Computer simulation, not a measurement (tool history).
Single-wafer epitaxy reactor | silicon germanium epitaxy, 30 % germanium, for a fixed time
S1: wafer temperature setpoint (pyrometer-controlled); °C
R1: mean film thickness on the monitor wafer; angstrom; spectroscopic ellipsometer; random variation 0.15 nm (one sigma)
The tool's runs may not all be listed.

run 1 day=0 | S1=585 chamber_pressure_(Torr)=18 | R1=400.93
run 2 day=0.217 | S1=584 chamber_pressure_(Torr)=18 | R1=395.5
run 3 day=0.292 | S1=589 chamber_pressure_(Torr)=18 | R1=433.26
run 4 day=0.471 | S1=587 chamber_pressure_(Torr)=18 | R1=414.01
run 5 day=0.633 | S1=594 chamber_pressure_(Torr)=18 | R1=478.35
run 6 day=0.942 | S1=594 chamber_pressure_(Torr)=16.4 | R1=460.66
run 7 day=1.312 | S1=591 chamber_pressure_(Torr)=16.4 | R1=437.15
run 8 day=1.667 | S1=591 chamber_pressure_(Torr)=16.4 | R1=435.27
run 9 day=2.004 | S1=589 chamber_pressure_(Torr)=16.4 | R1=419.11
run 10 day=2.192 | S1=587 chamber_pressure_(Torr)=16.4 | R1=408.39
run 11 day=2.254 | S1=581 chamber_pressure_(Torr)=16.3 | R1=362.26

For run 12, what comes out?
run 12 day=2.512 | S1=582 chamber_pressure_(Torr)=16.3 | R1=?

Logged for run 12: R1 367.97 angstrom.
